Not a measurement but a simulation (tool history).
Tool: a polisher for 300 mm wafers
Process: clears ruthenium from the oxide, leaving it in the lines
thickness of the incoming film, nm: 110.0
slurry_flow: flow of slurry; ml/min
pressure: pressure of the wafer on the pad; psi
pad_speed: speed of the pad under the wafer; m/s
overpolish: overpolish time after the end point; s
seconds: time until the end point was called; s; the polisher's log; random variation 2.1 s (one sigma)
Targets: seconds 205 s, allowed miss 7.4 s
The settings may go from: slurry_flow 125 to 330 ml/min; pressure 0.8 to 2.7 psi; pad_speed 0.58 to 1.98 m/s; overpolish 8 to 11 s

| run | hour | slurry_flow | pressure | pad_speed | overpolish | seconds |
|---|---|---|---|---|---|---|
| 1 | 0 | 210 | 1.7 | 1.28 | 11 | 96.564 |
| 2 | 7.5 | 205 | 1.5 | 1.2 | 11 | 114.84 |
| 3 | 14.9 | 205 | 1.5 | 1.2 | 11 | 116.36 |
| 4 | 18.7 | 205 | 1.5 | 1.3 | 11 | 108.13 |
| 5 | 21.5 | 200 | 1.3 | 1.22 | 11 | 131.66 |
| 6 | 24.1 | 200 | 1.1 | 1.22 | 11 | 150.28 |
| 7 | 29.2 | 195 | 1 | 1.18 | 11 | 166.63 |
|  | 36 | slurry nozzle cleaned |
| 8 | 36 | 190 | 0.9 | 1.16 | 11 | 172.02 |
| 9 | 38.8 | 190 | 0.9 | 1.12 | 11 | 178.79 |
| 10 | 43.3 | 190 | 0.9 | 1.08 | 11 | 184.78 |
| 11 | 49.1 | 190 | 0.9 | 1.06 | 11 | 189.44 |

5 next moves are on the table. One of them brings every result within its allowed miss. Which?
| A | 54.9 | 165 | 0.8 | 1.3 | 10 | ? |
| B | 54.9 | 165 | 0.8 | 1.1 | 11 | ? |
| C | 54.9 | 195 | 0.9 | 0.88 | 8 | ? |
| D | 54.9 | 215 | 0.9 | 0.9 | 8 | ? |
| E | 54.9 | 240 | 0.8 | 0.96 | 11 | ? |

| move | seconds |
|---|---|
| A | 176.47 |
| B | 207.44 |
| C | 228.75 |
| D | 221.01 |
| E | 224.67 |
A: further off than the last run
B: meets every target
C: takes the result that was furthest off past its target
D: takes the result that was furthest off past its target
E: takes the result that was furthest off past its target
Move B is the one to make.
